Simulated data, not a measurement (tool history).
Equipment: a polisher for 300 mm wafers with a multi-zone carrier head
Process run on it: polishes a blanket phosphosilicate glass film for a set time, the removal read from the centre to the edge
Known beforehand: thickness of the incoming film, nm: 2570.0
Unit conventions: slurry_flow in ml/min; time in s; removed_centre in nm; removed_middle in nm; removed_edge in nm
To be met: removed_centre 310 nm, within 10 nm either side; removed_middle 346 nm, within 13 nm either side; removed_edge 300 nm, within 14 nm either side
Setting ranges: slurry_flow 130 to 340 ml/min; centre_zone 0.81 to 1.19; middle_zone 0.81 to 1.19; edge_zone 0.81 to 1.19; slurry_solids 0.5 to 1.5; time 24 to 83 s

Run 1, hour 0: slurry_flow 220 ml/min, centre_zone 1, middle_zone 1, edge_zone 1, slurry_solids 1, time 53 s. Result: removed_centre 387.74 nm, removed_middle 367.69 nm, removed_edge 366.95 nm.
Run 2, hour 8.4: slurry_flow 170 ml/min, centre_zone 1, middle_zone 1, edge_zone 1, slurry_solids 1, time 53 s. Result: removed_centre 368.71 nm, removed_middle 366.33 nm, removed_edge 353.56 nm.
Run 3, hour 14: slurry_flow 160 ml/min, centre_zone 0.98, middle_zone 1.01, edge_zone 0.96, slurry_solids 0.95, time 53 s. Result: removed_centre 357.71 nm, removed_middle 355.37 nm, removed_edge 339.59 nm.
Run 4, hour 17.5: slurry_flow 160 ml/min, centre_zone 0.98, middle_zone 1.01, edge_zone 0.96, slurry_solids 0.95, time 58 s. Result: removed_centre 389.24 nm, removed_middle 399.86 nm, removed_edge 376.9 nm.
Run 5, hour 18.8: slurry_flow 160 ml/min, centre_zone 0.98, middle_zone 1.01, edge_zone 1.02, slurry_solids 0.95, time 58 s. Result: removed_centre 382.44 nm, removed_middle 390.62 nm, removed_edge 381.54 nm.
Run 6, hour 19.6: slurry_flow 130 ml/min, centre_zone 0.98, middle_zone 1.01, edge_zone 1.02, slurry_solids 0.95, time 58 s. Result: removed_centre 375.13 nm, removed_middle 377.28 nm, removed_edge 376.33 nm.
Run 7, hour 21.4: slurry_flow 140 ml/min, centre_zone 0.96, middle_zone 1.03, edge_zone 0.98, slurry_solids 0.85, time 58 s. Result: removed_centre 349.82 nm, removed_middle 386.08 nm, removed_edge 359.07 nm.
Run 8, hour 21.9: slurry_flow 140 ml/min, centre_zone 0.96, middle_zone 1.03, edge_zone 0.98, slurry_solids 0.85, time 58 s. Result: removed_centre 361.75 nm, removed_middle 381.87 nm, removed_edge 367.06 nm.
Run 9, hour 24.9: slurry_flow 145 ml/min, centre_zone 0.96, middle_zone 1.05, edge_zone 0.94, slurry_solids 0.75, time 57 s. Result: removed_centre 345.14 nm, removed_middle 373.87 nm, removed_edge 329.61 nm.
Run 10, hour 30.7: slurry_flow 145 ml/min, centre_zone 0.95, middle_zone 1.04, edge_zone 0.93, slurry_solids 0.7, time 57 s. Result: removed_centre 326.23 nm, removed_middle 359.32 nm, removed_edge 325.69 nm.
Run 11, hour 34.6: slurry_flow 145 ml/min, centre_zone 0.95, middle_zone 1.04, edge_zone 0.91, slurry_solids 0.65, time 57 s. Result: removed_centre 329.01 nm, removed_middle 353.43 nm, removed_edge 319.88 nm.
Run 12, hour 38.6: slurry_flow 145 ml/min, centre_zone 0.95, middle_zone 1.04, edge_zone 0.91, slurry_solids 0.65, time 57 s. Result: removed_centre 322.62 nm, removed_middle 351.53 nm, removed_edge 322.38 nm.

Which single option among these 5 for the next run brings every result within its allowed miss of target? Just one does.
Run A, hour 42.6: slurry_flow 155 ml/min, centre_zone 0.97, middle_zone 0.99, edge_zone 0.9, slurry_solids 0.55, time 61 s. Result: removed_centre ?, removed_middle ?, removed_edge ?.
Run B, hour 42.6: slurry_flow 260 ml/min, centre_zone 0.95, middle_zone 0.93, edge_zone 1.02, slurry_solids 0.55, time 60 s. Result: removed_centre ?, removed_middle ?, removed_edge ?.
Run C, hour 42.6: slurry_flow 170 ml/min, centre_zone 0.88, middle_zone 0.89, edge_zone 1.03, slurry_solids 0.75, time 60 s. Result: removed_centre ?, removed_middle ?, removed_edge ?.
Run D, hour 42.6: slurry_flow 145 ml/min, centre_zone 1.04, middle_zone 1.08, edge_zone 0.89, slurry_solids 0.6, time 55 s. Result: removed_centre ?, removed_middle ?, removed_edge ?.
Run E, hour 42.6: slurry_flow 130 ml/min, centre_zone 1, middle_zone 1.17, edge_zone 1, slurry_solids 0.6, time 53 s. Result: removed_centre ?, removed_middle ?, removed_edge ?.

move  removed_centre  removed_middle  removed_edge
   A          342.09          351.75        337.63
   B          354.33          353.42        367.76
   C           334.7          352.03         384.5
   D          334.25           341.3        306.94
   E          303.56          342.73        306.32
A: moves away from the targets compared with the last run
B: moves away from the targets compared with the last run
C: moves away from the targets compared with the last run
D: corrects the largest miss of the last run, while another result sits out of spec
E: hits every target within its allowed miss
Answer: E

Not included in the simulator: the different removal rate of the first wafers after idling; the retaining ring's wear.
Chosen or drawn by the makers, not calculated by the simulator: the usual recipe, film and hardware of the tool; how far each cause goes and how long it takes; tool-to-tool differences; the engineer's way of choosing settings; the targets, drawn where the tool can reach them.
